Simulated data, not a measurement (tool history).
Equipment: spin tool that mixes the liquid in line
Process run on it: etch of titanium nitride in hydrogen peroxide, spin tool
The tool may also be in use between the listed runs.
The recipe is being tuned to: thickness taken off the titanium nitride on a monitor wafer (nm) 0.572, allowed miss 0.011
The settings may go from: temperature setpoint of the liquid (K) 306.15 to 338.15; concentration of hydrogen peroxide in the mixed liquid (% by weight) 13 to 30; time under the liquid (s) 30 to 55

run    day  temperature setpoint of the liquid (K)  concentration of hydrogen peroxide in the mixed liquid (% by weight)  time under the liquid (s)  thickness taken off the titanium nitride on a monitor wafer (nm)
  1      0                                  322.15                                                                    24                         55                                                            1.6787
  2  0.379                                  317.65                                                                    24                         55                                                            1.2242
  3  0.625                                  317.65                                                                    24                         55                                                            1.2192
  4  0.804                                  314.15                                                                    24                         55                                                            0.9285
  5  0.925                                  312.15                                                                    24                         55                                                           0.79515
  6  1.012                                  317.65                                                                    24                         55                                                            1.2016
  7  1.112                                  314.65                                                                    24                         55                                                           0.96808
  8  1.479                                  312.65                                                                    24                         55                                                           0.83078
  9  1.679                                  311.15                                                                    24                         55                                                           0.73934
 10  1.854                                  310.15                                                                    24                         55                                                           0.68049
 11    1.9                                  309.65                                                                    24                         55                                                           0.65561
 12  2.271                                  309.15                                                                    24                         55                                                           0.63804
 13  2.617                                  308.65                                                                    24                         55                                                           0.60394
 14  2.779                                  307.65                                                                    24                         55                                                           0.55838

Below are 5 possible settings for the next run. Only one of them brings all results inside the allowed miss of their targets. Which is it?
  A  2.942                                  307.15                                                                  26.5                         55                                                                 ?
  B  2.942                                  317.15                                                                    19                         30                                                                 ?
  C  2.942                                  307.65                                                                  20.5                         55                                                                 ?
  D  2.942                                  307.65                                                                    27                         55                                                                 ?
  E  2.942                                  308.65                                                                    24                         55                                                                 ?

move  thickness taken off the titanium nitride on a monitor wafer (nm)
   A                                                           0.54694
   B                                                            0.6022
   C                                                           0.53838
   D                                                           0.57155
   E                                                           0.60308
A: its largest miss is bigger than the last run's
B: pushes the last run's worst result past its target
C: its largest miss is bigger than the last run's
D: all results in spec
E: pushes the last run's worst result past its target
Go with D: it meets all targets.

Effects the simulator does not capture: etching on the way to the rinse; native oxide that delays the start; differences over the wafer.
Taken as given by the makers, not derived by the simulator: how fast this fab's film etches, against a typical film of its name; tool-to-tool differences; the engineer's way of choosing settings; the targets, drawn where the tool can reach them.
